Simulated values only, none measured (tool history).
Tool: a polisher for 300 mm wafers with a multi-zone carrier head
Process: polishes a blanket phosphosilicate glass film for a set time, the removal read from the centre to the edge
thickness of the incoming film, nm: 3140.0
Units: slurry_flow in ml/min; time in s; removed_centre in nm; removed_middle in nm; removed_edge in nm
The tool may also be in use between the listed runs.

{"run": 1, "hour": 0.0, "slurry_flow": 310, "centre_zone": 1, "middle_zone": 1, "edge_zone": 1, "slurry_solids": 1, "time": 45, "removed_centre": 301.78, "removed_middle": 311.9, "removed_edge": 302.89}
{"run": 2, "hour": 1.8, "slurry_flow": 310, "centre_zone": 1, "middle_zone": 1.01, "edge_zone": 1.01, "slurry_solids": 1.05, "time": 46, "removed_centre": 316.15, "removed_middle": 320.56, "removed_edge": 328.75}
{"run": 3, "hour": 4.1, "slurry_flow": 310, "centre_zone": 1, "middle_zone": 1.01, "edge_zone": 1.01, "slurry_solids": 1.15, "time": 46, "removed_centre": 343.65, "removed_middle": 347.82, "removed_edge": 342.69}
{"run": 4, "hour": 10.5, "slurry_flow": 310, "centre_zone": 1, "middle_zone": 1.02, "edge_zone": 1.02, "slurry_solids": 1.2, "time": 46, "removed_centre": 351.68, "removed_middle": 357.06, "removed_edge": 353.34}
{"run": 5, "hour": 11.5, "slurry_flow": 310, "centre_zone": 1, "middle_zone": 1.02, "edge_zone": 1.08, "slurry_solids": 1.2, "time": 46, "removed_centre": 356.93, "removed_middle": 355.54, "removed_edge": 362.14}
{"run": 6, "hour": 17.6, "slurry_flow": 310, "centre_zone": 1, "middle_zone": 1.08, "edge_zone": 1.08, "slurry_solids": 1.2, "time": 46, "removed_centre": 351.32, "removed_middle": 373, "removed_edge": 360.64}

The next listed run, before its measurement:
{"run": 7, "hour": 18.7, "slurry_flow": 310, "centre_zone": 0.99, "middle_zone": 1.08, "edge_zone": 1.09, "slurry_solids": 1.25, "time": 46, "removed_centre": "?", "removed_middle": "?", "removed_edge": "?"}

{"run 7": {"removed_centre": 346.19, "removed_middle": 389.13, "removed_edge": 370.98}}

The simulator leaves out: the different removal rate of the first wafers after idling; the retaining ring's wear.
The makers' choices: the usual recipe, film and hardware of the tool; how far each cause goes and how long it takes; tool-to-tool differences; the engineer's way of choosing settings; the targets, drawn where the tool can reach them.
